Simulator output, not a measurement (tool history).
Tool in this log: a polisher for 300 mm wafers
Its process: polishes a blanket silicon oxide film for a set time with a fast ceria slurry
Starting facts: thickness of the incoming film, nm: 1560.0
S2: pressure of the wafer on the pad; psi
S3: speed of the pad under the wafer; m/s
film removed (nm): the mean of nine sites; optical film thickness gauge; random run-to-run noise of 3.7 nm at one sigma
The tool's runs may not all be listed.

{"run": 1, "hour": 0.0, "flow of slurry (ml/min)": 170, "S2": 2.6, "S3": 1.04, "polishing time (s)": 50, "film removed (nm)": 813.23}
{"run": 2, "hour": 1.2, "flow of slurry (ml/min)": 165, "S2": 2.2, "S3": 0.96, "polishing time (s)": 50, "film removed (nm)": 631.09}
{"run": 3, "hour": 10.0, "flow of slurry (ml/min)": 165, "S2": 1.9, "S3": 0.96, "polishing time (s)": 50, "film removed (nm)": 547.69}
{"run": 4, "hour": 17.8, "flow of slurry (ml/min)": 160, "S2": 1.7, "S3": 0.92, "polishing time (s)": 50, "film removed (nm)": 464.19}
{"run": 5, "hour": 23.1, "flow of slurry (ml/min)": 155, "S2": 1.6, "S3": 0.92, "polishing time (s)": 50, "film removed (nm)": 441.73}
{"run": 6, "hour": 28.2, "flow of slurry (ml/min)": 155, "S2": 2.2, "S3": 0.92, "polishing time (s)": 50, "film removed (nm)": 595.8}
{"run": 7, "hour": 28.9, "flow of slurry (ml/min)": 150, "S2": 1.9, "S3": 0.92, "polishing time (s)": 50, "film removed (nm)": 509.34}

Expected results for the next run?
{"hour": 30.2, "done": "slurry nozzle cleaned"}
{"run": 8, "hour": 30.2, "flow of slurry (ml/min)": 145, "S2": 1.7, "S3": 0.92, "polishing time (s)": 50, "film removed (nm)": "?"}

film removed (nm): 487.08
